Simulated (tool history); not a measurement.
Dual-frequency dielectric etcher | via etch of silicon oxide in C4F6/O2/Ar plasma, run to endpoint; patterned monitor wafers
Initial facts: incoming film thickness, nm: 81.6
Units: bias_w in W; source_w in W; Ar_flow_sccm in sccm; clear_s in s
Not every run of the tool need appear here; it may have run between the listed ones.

run 1 hour=0 | bias_w=495 source_w=450 Ar_flow_sccm=369 | clear_s=17.129
run 2 hour=3.1 | bias_w=471 source_w=440 Ar_flow_sccm=371 | clear_s=17.582
run 3 hour=4.3 | bias_w=471 source_w=490 Ar_flow_sccm=371 | clear_s=16.69
run 4 hour=11.2 | bias_w=449 source_w=480 Ar_flow_sccm=373 | clear_s=17.216
run 5 hour=15 | bias_w=449 source_w=410 Ar_flow_sccm=373 | clear_s=18.316
run 6 hour=17.2 | bias_w=436 source_w=410 Ar_flow_sccm=374 | clear_s=18.562
run 7 hour=21.7 | bias_w=436 source_w=410 Ar_flow_sccm=374 | clear_s=18.24
run 8 hour=27.3 | bias_w=423 source_w=400 Ar_flow_sccm=376 | clear_s=18.656
run 9 hour=33.4 | bias_w=413 source_w=400 Ar_flow_sccm=377 | clear_s=18.991
run 10 hour=34.3 | bias_w=407 source_w=400 Ar_flow_sccm=377 | clear_s=19.112

For run 11, what comes out?
run 11 hour=35.6 | bias_w=402 source_w=400 Ar_flow_sccm=377 | clear_s=?

clear_s: 18.947 s
